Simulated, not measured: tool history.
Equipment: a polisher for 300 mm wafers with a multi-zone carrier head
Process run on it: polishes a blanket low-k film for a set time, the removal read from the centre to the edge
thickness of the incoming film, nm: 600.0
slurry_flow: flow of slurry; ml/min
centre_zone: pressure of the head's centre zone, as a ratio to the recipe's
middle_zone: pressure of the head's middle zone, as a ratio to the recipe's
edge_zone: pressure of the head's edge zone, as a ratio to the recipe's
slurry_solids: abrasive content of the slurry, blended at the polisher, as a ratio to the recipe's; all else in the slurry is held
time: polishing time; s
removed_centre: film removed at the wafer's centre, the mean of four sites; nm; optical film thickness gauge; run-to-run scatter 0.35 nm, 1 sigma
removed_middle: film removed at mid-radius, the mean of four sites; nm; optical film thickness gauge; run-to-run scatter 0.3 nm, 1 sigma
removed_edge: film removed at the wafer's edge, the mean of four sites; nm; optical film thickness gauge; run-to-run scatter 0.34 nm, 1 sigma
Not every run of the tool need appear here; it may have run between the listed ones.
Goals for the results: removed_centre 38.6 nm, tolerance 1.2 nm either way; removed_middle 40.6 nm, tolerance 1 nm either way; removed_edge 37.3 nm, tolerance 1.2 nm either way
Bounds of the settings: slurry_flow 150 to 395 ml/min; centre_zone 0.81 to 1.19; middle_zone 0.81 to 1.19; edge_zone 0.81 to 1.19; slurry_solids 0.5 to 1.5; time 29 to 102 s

{"run": 1, "hour": 0.0, "slurry_flow": 250, "centre_zone": 1, "middle_zone": 1, "edge_zone": 1, "slurry_solids": 1, "time": 65, "removed_centre": 25.534, "removed_middle": 24.626, "removed_edge": 24.921}
{"run": 2, "hour": 8.5, "slurry_flow": 270, "centre_zone": 1.02, "middle_zone": 1.06, "edge_zone": 1.05, "slurry_solids": 1.15, "time": 67, "removed_centre": 29.522, "removed_middle": 29.029, "removed_edge": 29.158}
{"run": 3, "hour": 12.5, "slurry_flow": 290, "centre_zone": 1.03, "middle_zone": 1.1, "edge_zone": 1.05, "slurry_solids": 1.25, "time": 68, "removed_centre": 31.227, "removed_middle": 32.232, "removed_edge": 30.588}
{"run": 4, "hour": 18.5, "slurry_flow": 325, "centre_zone": 1.03, "middle_zone": 1.1, "edge_zone": 1.05, "slurry_solids": 1.25, "time": 68, "removed_centre": 31.999, "removed_middle": 32.639, "removed_edge": 30.761}
{"run": 5, "hour": 21.5, "slurry_flow": 325, "centre_zone": 1.03, "middle_zone": 1.03, "edge_zone": 1.05, "slurry_solids": 1.25, "time": 68, "removed_centre": 31.685, "removed_middle": 30.981, "removed_edge": 30.559}
{"run": 6, "hour": 26.1, "slurry_flow": 335, "centre_zone": 1.05, "middle_zone": 1.08, "edge_zone": 1.08, "slurry_solids": 1.35, "time": 68, "removed_centre": 33.271, "removed_middle": 33.404, "removed_edge": 31.876}
{"run": 7, "hour": 26.9, "slurry_flow": 330, "centre_zone": 1.06, "middle_zone": 1.11, "edge_zone": 1.1, "slurry_solids": 1.4, "time": 70, "removed_centre": 34.965, "removed_middle": 36.354, "removed_edge": 33.491}
{"run": 8, "hour": 31.3, "slurry_flow": 325, "centre_zone": 1.07, "middle_zone": 1.11, "edge_zone": 1.11, "slurry_solids": 1.45, "time": 72, "removed_centre": 37.313, "removed_middle": 36.786, "removed_edge": 35.212}

Of the 5 settings listed for the next run, only one would bring every result within its allowed miss of target. Which one?
{"run": "A", "hour": 35.7, "slurry_flow": 315, "centre_zone": 1.08, "middle_zone": 1.1, "edge_zone": 1.16, "slurry_solids": 1.3, "time": 78, "removed_centre": "?", "removed_middle": "?", "removed_edge": "?"}
{"run": "B", "hour": 35.7, "slurry_flow": 380, "centre_zone": 1.03, "middle_zone": 1.08, "edge_zone": 1.07, "slurry_solids": 1.5, "time": 75, "removed_centre": "?", "removed_middle": "?", "removed_edge": "?"}
{"run": "C", "hour": 35.7, "slurry_flow": 310, "centre_zone": 1.07, "middle_zone": 1.15, "edge_zone": 1.14, "slurry_solids": 1.4, "time": 81, "removed_centre": "?", "removed_middle": "?", "removed_edge": "?"}
{"run": "D", "hour": 35.7, "slurry_flow": 350, "centre_zone": 1.06, "middle_zone": 1.15, "edge_zone": 1.09, "slurry_solids": 1.5, "time": 70, "removed_centre": "?", "removed_middle": "?", "removed_edge": "?"}
{"run": "E", "hour": 35.7, "slurry_flow": 330, "centre_zone": 1.09, "middle_zone": 1.18, "edge_zone": 1.18, "slurry_solids": 1.5, "time": 73, "removed_centre": "?", "removed_middle": "?", "removed_edge": "?"}

move=A removed_centre=38.009 removed_middle=37.874 removed_edge=37.044
move=B removed_centre=38.066 removed_middle=38.793 removed_edge=37.266
move=C removed_centre=40.447 removed_middle=42.192 removed_edge=39.445
move=D removed_centre=36.133 removed_middle=37.95 removed_edge=34.802
move=E removed_centre=38.357 removed_middle=40.249 removed_edge=37.227
A: gains on the last run, yet a result remains outside its allowed miss
B: gains on the last run, yet a result remains outside its allowed miss
C: carries the result that was furthest off beyond its target, to the other side
D: gains on the last run, yet a result remains outside its allowed miss
E: every result lands within tolerance
Go with E: it meets all targets.

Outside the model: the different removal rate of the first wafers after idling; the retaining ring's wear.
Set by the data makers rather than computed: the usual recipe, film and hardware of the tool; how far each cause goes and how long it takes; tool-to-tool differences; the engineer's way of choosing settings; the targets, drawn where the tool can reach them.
